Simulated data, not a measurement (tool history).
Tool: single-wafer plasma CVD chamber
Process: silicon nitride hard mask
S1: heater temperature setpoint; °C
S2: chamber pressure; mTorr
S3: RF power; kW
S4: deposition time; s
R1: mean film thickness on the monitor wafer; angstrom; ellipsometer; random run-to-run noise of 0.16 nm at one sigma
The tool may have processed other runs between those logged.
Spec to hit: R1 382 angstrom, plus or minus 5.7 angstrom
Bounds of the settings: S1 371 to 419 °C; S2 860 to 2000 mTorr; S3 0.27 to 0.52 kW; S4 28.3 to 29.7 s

run	day	S1	S2	S3	S4	R1
1	0	395	1430	0.395	29.7	417.69
2	0.062	395	1360	0.395	29.7	409.41
3	0.275	395	1360	0.395	29.7	413.55
4	0.475	395	1360	0.425	29.7	430.49
5	0.588	395	1280	0.42	29.7	414.97
6	0.717	395	1230	0.42	29.7	413.93
7	0.75	395	1170	0.42	29.7	407.7
8	0.783	395	1120	0.42	29.7	408.08
9	1.142	395	1080	0.415	29.7	400.15
10	1.396	395	1050	0.415	29.7	394.01
11	1.5	395	1030	0.415	29.7	389.76
12	1.638	395	1020	0.415	29.7	394.32
13	1.679	395	1000	0.415	29.7	391.4
14	1.983	395	980	0.415	29.7	389.59

Pick the move, out of 4, that brings all results within their allowed miss; only one does.
A	2.288	390	1010	0.425	29.4	?
B	2.288	371	980	0.41	29.2	?
C	2.288	398	970	0.455	29.7	?
D	2.288	402	1110	0.415	29.7	?

move	R1
A	392.98
B	381.78
C	407.17
D	400.11
A: moves away from the targets compared with the last run
B: all results in spec
C: moves away from the targets compared with the last run
D: moves away from the targets compared with the last run
The move that meets every target is B.
